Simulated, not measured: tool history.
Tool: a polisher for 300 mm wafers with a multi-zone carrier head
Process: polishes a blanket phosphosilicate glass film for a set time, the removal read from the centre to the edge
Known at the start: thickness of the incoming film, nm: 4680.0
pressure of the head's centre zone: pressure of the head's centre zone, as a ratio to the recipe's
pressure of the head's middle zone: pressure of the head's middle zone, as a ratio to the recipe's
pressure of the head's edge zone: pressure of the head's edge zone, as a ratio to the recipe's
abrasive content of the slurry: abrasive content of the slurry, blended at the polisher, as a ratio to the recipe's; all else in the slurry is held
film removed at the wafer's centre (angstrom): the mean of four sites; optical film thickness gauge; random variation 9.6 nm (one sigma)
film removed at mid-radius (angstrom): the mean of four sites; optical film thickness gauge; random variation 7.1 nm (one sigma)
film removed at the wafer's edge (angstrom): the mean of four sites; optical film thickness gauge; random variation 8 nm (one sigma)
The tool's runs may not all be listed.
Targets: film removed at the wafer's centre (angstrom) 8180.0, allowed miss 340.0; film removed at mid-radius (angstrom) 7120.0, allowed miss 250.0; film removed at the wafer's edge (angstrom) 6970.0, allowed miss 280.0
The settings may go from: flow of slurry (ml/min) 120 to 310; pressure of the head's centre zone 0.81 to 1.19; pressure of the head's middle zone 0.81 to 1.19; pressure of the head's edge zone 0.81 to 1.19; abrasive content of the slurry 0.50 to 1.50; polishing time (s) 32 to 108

run,hour,flow of slurry (ml/min),pressure of the head's centre zone,pressure of the head's middle zone,pressure of the head's edge zone,abrasive content of the slurry,polishing time (s),film removed at the wafer's centre (angstrom),film removed at mid-radius (angstrom),film removed at the wafer's edge (angstrom)
1,0.0,200,1.00,1.00,1.00,1.00,70,6297.7,6347.1,6453.4
2,6.3,200,1.00,1.00,1.00,1.20,70,6967.6,6823.0,6808.0
3,13.8,200,1.00,1.00,1.00,1.05,70,6584.0,6427.3,6413.3
4,20.4,205,1.02,1.00,1.01,1.05,70,6687.1,6513.1,6436.5
5,24.6,205,1.02,1.00,1.01,0.85,70,5976.8,5913.0,5849.2
6,28.0,205,1.03,1.00,1.02,0.90,70,6324.7,6063.7,6045.5
7,31.7,250,1.13,1.10,1.12,1.05,70,7675.0,7301.0,7034.4
8,38.3,250,1.13,1.10,1.12,1.05,70,7541.6,7256.0,7124.3
9,41.7,250,1.14,1.10,1.11,1.05,70,7670.2,7258.5,7126.6
10,45.0,250,1.15,1.10,1.10,1.05,70,7671.1,7196.9,6911.2
11,51.2,250,1.16,1.10,1.10,1.05,70,7720.8,7348.3,7100.5

5 next moves are on the table. One of them brings every result within its allowed miss. Which?
A,57.4,230,1.07,1.09,1.19,1.05,71,?,?,?
B,57.4,225,1.19,1.07,1.07,1.15,69,?,?,?
C,57.4,275,1.12,1.13,1.03,1.00,76,?,?,?
D,57.4,260,1.15,1.15,1.06,1.10,64,?,?,?
E,57.4,230,1.15,1.04,1.18,0.85,76,?,?,?

move,film removed at the wafer's centre (angstrom),film removed at mid-radius (angstrom),film removed at the wafer's edge (angstrom)
A,7256.1,7270.9,7366.6
B,8110.6,7208.5,7039.6
C,8144.2,8026.5,7288.7
D,7290.7,7110.7,6459.8
E,7547.4,6770.2,7115.7
A: further off than the last run
B: meets every target
C: brings the result that was furthest off to its target, and leaves another outside
D: further off than the last run
E: further off than the last run
The right move is B.
